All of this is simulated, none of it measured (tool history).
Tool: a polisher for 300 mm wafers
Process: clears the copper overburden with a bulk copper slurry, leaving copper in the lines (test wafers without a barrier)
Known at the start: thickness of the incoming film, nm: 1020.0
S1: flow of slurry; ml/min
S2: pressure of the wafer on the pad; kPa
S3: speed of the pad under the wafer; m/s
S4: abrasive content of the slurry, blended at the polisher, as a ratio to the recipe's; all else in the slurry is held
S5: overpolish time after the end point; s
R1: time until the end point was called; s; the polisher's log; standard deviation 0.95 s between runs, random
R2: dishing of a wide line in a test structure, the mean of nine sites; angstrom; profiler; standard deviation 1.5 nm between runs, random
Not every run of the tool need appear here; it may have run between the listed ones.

| run | hour | S1 | S2 | S3 | S4 | S5 | R1 | R2 |
|---|---|---|---|---|---|---|---|---|
| 1 | 0 | 190 | 22.8 | 0.96 | 1 | 20 | 104.47 | 851 |
| 2 | 1 | 190 | 26.2 | 0.96 | 1 | 20 | 90.861 | 902.06 |
| 3 | 8.5 | 190 | 28.3 | 0.96 | 1 | 20 | 83.615 | 983.13 |
| 4 | 12.7 | 190 | 28.3 | 0.96 | 1.15 | 20 | 80.901 | 962.25 |
| 5 | 13.4 | 190 | 30.3 | 0.96 | 1.15 | 20 | 76.692 | 1015.2 |
| 6 | 15 | 190 | 35.9 | 0.96 | 1.15 | 20 | 64.482 | 1083.1 |

The next listed run, before its measurement:
| 7 | 22.4 | 190 | 35.9 | 0.98 | 1.15 | 21 | ? | ? |

Run 7 came out at R1 64.131 s, R2 1107.9 angstrom.
